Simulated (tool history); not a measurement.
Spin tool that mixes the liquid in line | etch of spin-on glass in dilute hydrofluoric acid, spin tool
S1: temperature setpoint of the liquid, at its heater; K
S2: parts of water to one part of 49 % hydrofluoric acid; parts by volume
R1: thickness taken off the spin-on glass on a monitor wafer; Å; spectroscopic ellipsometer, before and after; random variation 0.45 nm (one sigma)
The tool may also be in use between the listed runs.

{"run": 1, "hour": 0.0, "S1": 294.15, "S2": 100, "time under the liquid (s)": 55, "R1": 273.56}
{"run": 2, "hour": 4.7, "S1": 296.65, "S2": 95, "time under the liquid (s)": 55, "R1": 319.43}
{"run": 3, "hour": 11.6, "S1": 300.15, "S2": 95, "time under the liquid (s)": 55, "R1": 372.23}
{"run": 4, "hour": 12.8, "S1": 300.65, "S2": 90, "time under the liquid (s)": 55, "R1": 401}
{"run": 5, "hour": 15.1, "S1": 301.15, "S2": 85, "time under the liquid (s)": 55, "R1": 437.76}
{"run": 6, "hour": 21.5, "S1": 298.65, "S2": 85, "time under the liquid (s)": 55, "R1": 400.59}
{"run": 7, "hour": 26.4, "S1": 299.65, "S2": 85, "time under the liquid (s)": 55, "R1": 409.32}
{"run": 8, "hour": 27.9, "S1": 300.15, "S2": 85, "time under the liquid (s)": 55, "R1": 420.72}
{"run": 9, "hour": 34.2, "S1": 300.65, "S2": 85, "time under the liquid (s)": 55, "R1": 431.05}

Run 10 comes next. What will it give?
{"run": 10, "hour": 41.5, "S1": 301.15, "S2": 85, "time under the liquid (s)": 55, "R1": "?"}

{"run 10": {"R1": 438.13}}
